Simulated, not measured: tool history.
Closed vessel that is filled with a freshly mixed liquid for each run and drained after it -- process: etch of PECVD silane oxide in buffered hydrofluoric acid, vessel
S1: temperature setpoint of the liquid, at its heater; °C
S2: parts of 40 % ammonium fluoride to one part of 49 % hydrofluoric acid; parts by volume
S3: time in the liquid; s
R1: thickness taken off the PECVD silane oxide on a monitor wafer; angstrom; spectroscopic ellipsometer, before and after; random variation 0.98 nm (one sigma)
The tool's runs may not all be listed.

Run 1, hour 0: S1 23 °C, S2 8.5 parts by volume, S3 30 s. Result: R1 556.47 angstrom.
Run 2, hour 3.4: S1 23 °C, S2 7 parts by volume, S3 30 s. Result: R1 674.91 angstrom.
Run 3, hour 9.6: S1 23 °C, S2 7 parts by volume, S3 30 s. Result: R1 674.51 angstrom.
Run 4, hour 18.4: S1 24.5 °C, S2 7 parts by volume, S3 30 s. Result: R1 737.91 angstrom.
Run 5, hour 23.7: S1 24.5 °C, S2 7 parts by volume, S3 30 s. Result: R1 745.54 angstrom.
Run 6, hour 30.5: S1 21.5 °C, S2 7 parts by volume, S3 30 s. Result: R1 628.6 angstrom.
Run 7, hour 36.7: S1 22.5 °C, S2 7 parts by volume, S3 30 s. Result: R1 662.51 angstrom.
Run 8, hour 43.6: S1 23.5 °C, S2 7 parts by volume, S3 30 s. Result: R1 705.19 angstrom.
Run 9, hour 45.8: S1 24.5 °C, S2 7 parts by volume, S3 30 s. Result: R1 744.62 angstrom.
Run 10, hour 47.1: S1 25 °C, S2 7 parts by volume, S3 30 s. Result: R1 755.99 angstrom.

What does the tool deliver on the next run?
Run 11, hour 56.1: S1 25.5 °C, S2 7 parts by volume, S3 30 s. Result: R1 ?.

{"run 11": {"R1": 783.23}}
